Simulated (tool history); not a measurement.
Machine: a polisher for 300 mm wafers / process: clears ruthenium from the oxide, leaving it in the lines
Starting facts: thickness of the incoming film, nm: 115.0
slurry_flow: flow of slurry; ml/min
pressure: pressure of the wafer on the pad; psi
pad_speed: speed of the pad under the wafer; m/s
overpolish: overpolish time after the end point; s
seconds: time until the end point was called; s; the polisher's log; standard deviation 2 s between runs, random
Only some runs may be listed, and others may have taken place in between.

run 1 hour=0 | slurry_flow=300 pressure=2.8 pad_speed=0.76 overpolish=40 | seconds=122.65
run 2 hour=6.9 | slurry_flow=300 pressure=3.4 pad_speed=0.76 overpolish=40 | seconds=107.23
run 3 hour=15.5 | slurry_flow=300 pressure=3.4 pad_speed=0.62 overpolish=40 | seconds=130.32
run 4 hour=21.9 | slurry_flow=300 pressure=3.4 pad_speed=0.44 overpolish=40 | seconds=181.89
-- hour=26.5 worn pad replaced by a new one
run 5 hour=26.5 | slurry_flow=300 pressure=3.4 pad_speed=0.34 overpolish=40 | seconds=211.77
run 6 hour=31.1 | slurry_flow=375 pressure=3.4 pad_speed=0.34 overpolish=40 | seconds=209.45
run 7 hour=38.1 | slurry_flow=375 pressure=3.5 pad_speed=0.34 overpolish=40 | seconds=206.41

Run 8, settings as shown, results not yet in. Your forecast:
run 8 hour=43.9 | slurry_flow=375 pressure=3.6 pad_speed=0.34 overpolish=40 | seconds=?

seconds: 207.98 s

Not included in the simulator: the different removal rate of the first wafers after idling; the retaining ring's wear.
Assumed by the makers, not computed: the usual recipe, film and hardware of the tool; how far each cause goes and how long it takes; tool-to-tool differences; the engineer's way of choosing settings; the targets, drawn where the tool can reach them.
